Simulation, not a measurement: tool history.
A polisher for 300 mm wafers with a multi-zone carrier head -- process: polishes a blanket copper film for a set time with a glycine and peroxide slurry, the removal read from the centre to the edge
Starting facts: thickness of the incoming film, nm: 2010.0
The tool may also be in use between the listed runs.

run,hour,flow of slurry (ml/min),pressure of the head's centre zone,pressure of the head's middle zone,pressure of the head's edge zone,polishing time (s),film removed at the wafer's centre (Å),film removed at mid-radius (Å),film removed at the wafer's edge (Å)
1,0,230,1,1,1,61,3930.6,3924.6,4045
2,2.5,270,1,1,1,61,4085.8,3956.2,4031.1
3,5.3,300,1,1,1,61,4174.2,4075.5,4078.8
4,11.5,295,0.98,0.98,0.99,59,3916,3870.2,3955.1
5,13.6,295,0.94,0.98,0.99,59,3837,3816.3,3928.9
6,20.9,290,0.93,0.97,0.98,57,3630.9,3759,3789
7,23.2,285,0.93,0.95,0.98,55,3499.6,3517.5,3655
8,27.9,280,0.92,0.94,0.97,54,3416.4,3390.3,3535.3
9,30.4,270,0.91,0.93,0.96,53,3277,3217.4,3501.9
10,32.2,270,0.9,0.93,0.95,52,3242.9,3224.3,3434

Run 11 has not been measured yet. What should we expect?
11,35.2,270,0.89,0.93,0.95,51,?,?,?

Run 11 came out at film removed at the wafer's centre (Å) 3010, film removed at mid-radius (Å) 3148.9, film removed at the wafer's edge (Å) 3412.2.
